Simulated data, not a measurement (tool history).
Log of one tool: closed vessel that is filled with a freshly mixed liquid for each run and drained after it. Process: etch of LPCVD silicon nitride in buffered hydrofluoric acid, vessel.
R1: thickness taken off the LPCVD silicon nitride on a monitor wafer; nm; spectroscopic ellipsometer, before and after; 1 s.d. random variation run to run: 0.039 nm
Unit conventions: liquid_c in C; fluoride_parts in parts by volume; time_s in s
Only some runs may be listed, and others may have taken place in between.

{"run": 1, "hour": 0.0, "liquid_c": 22, "fluoride_parts": 9, "time_s": 815, "R1": 11.961}
{"run": 2, "hour": 3.6, "liquid_c": 20.5, "fluoride_parts": 9.5, "time_s": 815, "R1": 10.541}
{"run": 3, "hour": 7.9, "liquid_c": 19.5, "fluoride_parts": 10, "time_s": 815, "R1": 9.7639}
{"run": 4, "hour": 12.5, "liquid_c": 19, "fluoride_parts": 10.5, "time_s": 815, "R1": 9.0366}
{"run": 5, "hour": 16.7, "liquid_c": 22, "fluoride_parts": 10.5, "time_s": 815, "R1": 10.55}
{"run": 6, "hour": 25.2, "liquid_c": 23.5, "fluoride_parts": 10.5, "time_s": 815, "R1": 11.608}
{"run": 7, "hour": 31.8, "liquid_c": 22, "fluoride_parts": 11, "time_s": 815, "R1": 10.159}
{"run": 8, "hour": 35.9, "liquid_c": 18, "fluoride_parts": 12, "time_s": 810, "R1": 7.3925}

Run 9 comes next. What will it give?
{"run": 9, "hour": 39.0, "liquid_c": 17.5, "fluoride_parts": 12, "time_s": 810, "R1": "?"}

R1: 7.2122 nm
